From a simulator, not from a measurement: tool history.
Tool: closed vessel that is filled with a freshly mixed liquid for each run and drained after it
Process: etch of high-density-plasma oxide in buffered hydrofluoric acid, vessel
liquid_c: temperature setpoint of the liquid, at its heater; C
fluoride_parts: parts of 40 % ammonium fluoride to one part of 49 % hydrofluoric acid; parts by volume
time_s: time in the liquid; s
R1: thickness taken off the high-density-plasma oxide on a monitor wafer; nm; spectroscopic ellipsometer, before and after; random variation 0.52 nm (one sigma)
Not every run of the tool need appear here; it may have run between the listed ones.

run 1 hour=0.0 | liquid_c=20.0 fluoride_parts=11.5 time_s=90 | R1=111.240
run 2 hour=1.7 | liquid_c=19.5 fluoride_parts=12.5 time_s=90 | R1=99.818
run 3 hour=3.9 | liquid_c=19.0 fluoride_parts=13.0 time_s=90 | R1=93.260
run 4 hour=5.5 | liquid_c=19.0 fluoride_parts=10.5 time_s=90 | R1=114.440
run 5 hour=10.0 | liquid_c=18.5 fluoride_parts=11.5 time_s=90 | R1=102.360
run 6 hour=11.4 | liquid_c=18.0 fluoride_parts=12.5 time_s=90 | R1=91.913
run 7 hour=16.5 | liquid_c=18.0 fluoride_parts=13.0 time_s=90 | R1=88.021

The next listed run, before its measurement:
run 8 hour=20.4 | liquid_c=18.0 fluoride_parts=13.5 time_s=90 | R1=?

{"run 8": {"R1": 84.96}}
